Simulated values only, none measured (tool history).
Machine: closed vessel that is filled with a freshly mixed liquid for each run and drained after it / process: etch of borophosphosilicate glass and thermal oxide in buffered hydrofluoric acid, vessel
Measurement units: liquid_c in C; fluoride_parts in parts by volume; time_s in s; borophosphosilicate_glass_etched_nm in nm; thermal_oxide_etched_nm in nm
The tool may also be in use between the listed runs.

run,hour,liquid_c,fluoride_parts,time_s,borophosphosilicate_glass_etched_nm,thermal_oxide_etched_nm
1,0,20,10,60,202.83,68.039
2,6,20,10,70,235.22,79.036
3,10.4,19.5,11.5,70,200.73,67.562
4,18.5,19.5,11.5,60,173.19,57.993
5,20.6,17,11.5,60,148.41,50.341
6,28.6,17,12,60,141.92,48.31
7,34.9,17,12.5,60,138.16,45.633

Predict the results of run 8:
8,42.6,17,13,60,?,?

Run 8 yielded borophosphosilicate_glass_etched_nm 132.65 nm, thermal_oxide_etched_nm 44.391 nm.

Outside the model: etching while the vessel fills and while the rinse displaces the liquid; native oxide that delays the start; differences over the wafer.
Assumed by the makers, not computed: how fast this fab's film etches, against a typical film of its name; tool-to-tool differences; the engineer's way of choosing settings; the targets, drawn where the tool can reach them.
